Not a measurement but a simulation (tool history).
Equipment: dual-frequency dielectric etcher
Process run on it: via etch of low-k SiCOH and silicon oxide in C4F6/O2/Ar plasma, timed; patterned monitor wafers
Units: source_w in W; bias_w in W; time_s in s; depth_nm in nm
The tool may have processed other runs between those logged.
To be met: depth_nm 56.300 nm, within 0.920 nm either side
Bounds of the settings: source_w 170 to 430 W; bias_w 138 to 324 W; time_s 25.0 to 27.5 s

| run | hour | source_w | bias_w | time_s | depth_nm |
|---|---|---|---|---|---|
| 1 | 0.0 | 300 | 231 | 27.5 | 72.838 |
| 2 | 8.1 | 300 | 216 | 27.5 | 71.501 |
| 3 | 15.8 | 260 | 199 | 27.5 | 65.193 |
| 4 | 16.6 | 260 | 218 | 27.5 | 66.668 |
| 5 | 24.0 | 260 | 218 | 25.0 | 60.468 |
| 6 | 26.0 | 300 | 218 | 25.0 | 65.173 |
| 7 | 34.9 | 270 | 216 | 25.0 | 61.819 |
| 8 | 40.5 | 210 | 211 | 25.0 | 53.208 |
| 9 | 42.2 | 220 | 211 | 25.0 | 55.183 |

5 candidate next runs follow, results not yet known. Just one meets every target within its allowed miss. Identify it.
| A | 43.9 | 190 | 196 | 26.5 | ? |
| B | 43.9 | 210 | 218 | 27.0 | ? |
| C | 43.9 | 190 | 253 | 26.5 | ? |
| D | 43.9 | 220 | 214 | 26.5 | ? |
| E | 43.9 | 220 | 189 | 27.0 | ? |

| move | depth_nm |
|---|---|
| A | 52.837 |
| B | 58.529 |
| C | 56.281 |
| D | 58.700 |
| E | 58.096 |
A: misses by more than the last run did
B: the result that was furthest off in the last run now lies on the other side of its target
C: all results land within tolerance of their targets
D: the result that was furthest off in the last run now lies on the other side of its target
E: the result that was furthest off in the last run now lies on the other side of its target
The right move is C.
